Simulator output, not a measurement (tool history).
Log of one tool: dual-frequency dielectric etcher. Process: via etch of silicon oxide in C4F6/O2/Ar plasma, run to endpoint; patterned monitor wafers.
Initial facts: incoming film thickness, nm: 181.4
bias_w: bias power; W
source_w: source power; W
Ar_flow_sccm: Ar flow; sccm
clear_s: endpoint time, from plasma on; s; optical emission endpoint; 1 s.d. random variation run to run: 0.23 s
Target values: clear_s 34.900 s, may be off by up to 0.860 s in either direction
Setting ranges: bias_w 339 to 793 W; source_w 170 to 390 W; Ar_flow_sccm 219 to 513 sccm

run,hour,bias_w,source_w,Ar_flow_sccm,clear_s
1,0.0,566,280,366,39.721
2,4.7,566,280,319,39.252
3,7.6,566,280,381,40.200
4,8.9,605,290,379,38.135
5,12.6,605,290,413,38.767
6,15.0,567,290,413,39.966
7,19.0,602,290,412,38.137
8,24.2,621,290,412,38.102
9,28.6,644,290,411,37.301
10,34.0,661,290,410,36.925
11,36.1,676,290,409,36.279

Of the 4 settings listed for the next run, only one would bring every result within its allowed miss of target. Which one?
A,38.2,590,300,408,?
B,38.2,679,320,416,?
C,38.2,658,280,359,?
D,38.2,621,280,349,?

move,clear_s
A,38.225
B,34.973
C,36.952
D,37.798
A: misses by more than the last run did
B: all results land within tolerance of their targets
C: misses by more than the last run did
D: misses by more than the last run did
Correct choice: B, which meets every target
